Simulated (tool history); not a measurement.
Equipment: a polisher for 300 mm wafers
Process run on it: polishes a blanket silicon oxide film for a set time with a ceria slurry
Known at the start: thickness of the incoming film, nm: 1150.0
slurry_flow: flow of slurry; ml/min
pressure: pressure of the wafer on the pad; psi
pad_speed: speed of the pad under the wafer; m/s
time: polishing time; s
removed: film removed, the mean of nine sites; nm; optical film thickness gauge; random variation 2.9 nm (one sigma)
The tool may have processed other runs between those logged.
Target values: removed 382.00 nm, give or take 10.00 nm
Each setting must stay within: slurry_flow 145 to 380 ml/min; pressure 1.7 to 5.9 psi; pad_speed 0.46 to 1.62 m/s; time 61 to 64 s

run	hour	slurry_flow	pressure	pad_speed	time	removed
1	0.0	245	3.8	1.04	61	279.55
2	4.1	245	3.8	0.88	61	244.93
3	5.6	250	4.2	0.88	61	270.92
4	14.5	250	4.2	1.00	61	293.99
5	18.9	225	4.2	1.00	61	293.04
6	27.0	235	4.4	1.00	61	307.81
7	29.1	240	4.6	1.00	61	321.35
8	33.5	245	4.8	1.00	61	337.67

4 candidate next runs follow, results not yet known. Just one meets every target within its allowed miss. Identify it.
A	37.9	180	4.8	1.16	64	?
B	37.9	275	5.0	1.04	61	?
C	37.9	165	4.1	1.08	63	?
D	37.9	285	4.6	1.08	62	?

move	removed
A	377.59
B	362.56
C	298.87
D	350.27
A: meets every target
B: moves toward the targets from the last run without getting all of them in spec
C: lands further from the targets than the last run did
D: moves toward the targets from the last run without getting all of them in spec
Answer: A
